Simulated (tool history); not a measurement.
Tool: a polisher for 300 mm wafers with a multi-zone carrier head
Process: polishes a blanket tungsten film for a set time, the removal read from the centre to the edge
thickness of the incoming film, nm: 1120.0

| run | day | flow of slurry (ml/min) | pressure of the head's centre zone | pressure of the head's middle zone | pressure of the head's edge zone | abrasive content of the slurry | polishing time (s) | film removed at the wafer's centre (Å) | film removed at mid-radius (Å) | film removed at the wafer's edge (Å) |
|---|---|---|---|---|---|---|---|---|---|---|
| 1 | 0 | 145 | 1 | 1 | 1 | 1 | 49 | 1611.6 | 1603.7 | 1562.6 |
| 2 | 0.267 | 145 | 1 | 1 | 1 | 1 | 40 | 1301.7 | 1313.8 | 1296.1 |
| 3 | 0.325 | 145 | 1 | 1 | 1 | 1 | 31 | 1017.2 | 1035 | 987.81 |
| 4 | 0.688 | 150 | 0.99 | 1.02 | 1.04 | 1.15 | 33 | 1111.6 | 1171 | 1126.1 |
| 5 | 0.833 | 155 | 0.98 | 1.03 | 1.08 | 1.25 | 35 | 1214.7 | 1297.8 | 1261.5 |
| 6 | 1.138 | 155 | 0.98 | 1.03 | 1.08 | 1.1 | 35 | 1151.6 | 1255.5 | 1187.2 |
| 7 | 1.238 | 160 | 0.97 | 1.03 | 1.1 | 1.2 | 36 | 1219.2 | 1313.4 | 1295 |
| 8 | 1.429 | 170 | 0.97 | 1.04 | 1.12 | 1.25 | 36 | 1268.5 | 1361.1 | 1335.8 |

The next listed run, before its measurement:
| 9 | 1.692 | 180 | 0.96 | 1.05 | 1.14 | 1.3 | 36 | ? | ? | ? |

Run 9 gave film removed at the wafer's centre (Å) 1260, film removed at mid-radius (Å) 1401.9, film removed at the wafer's edge (Å) 1364.1.
